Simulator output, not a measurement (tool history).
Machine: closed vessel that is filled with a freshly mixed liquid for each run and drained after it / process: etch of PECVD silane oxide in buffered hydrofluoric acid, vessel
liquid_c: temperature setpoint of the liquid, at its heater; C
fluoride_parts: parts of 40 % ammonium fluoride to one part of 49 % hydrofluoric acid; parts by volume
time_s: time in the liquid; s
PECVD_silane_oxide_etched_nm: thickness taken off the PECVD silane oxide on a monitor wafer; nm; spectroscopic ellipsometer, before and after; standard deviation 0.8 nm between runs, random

run  hour  liquid_c  fluoride_parts  time_s  PECVD_silane_oxide_etched_nm
  1   0.0      22.0             7.5      90                        193.85
  2   8.8      22.0             7.5      95                        205.32
  3  11.5      22.0             8.5      95                        178.45
  4  15.0      22.0             8.5      90                        169.96
  5  23.3      20.5             8.5      90                        156.89
  6  30.9      20.5             8.5      95                        164.99
  7  33.1      19.5             8.5      95                        154.51
  8  34.4      18.5             8.5      95                        146.38
  9  36.9      18.0             8.5      95                        140.76
 10  43.7      17.5             8.5      95                        138.73

Run 11 is up next; what results do you expect?
 11  49.6      17.0             9.0      95                             ?

PECVD_silane_oxide_etched_nm: 131.07 nm
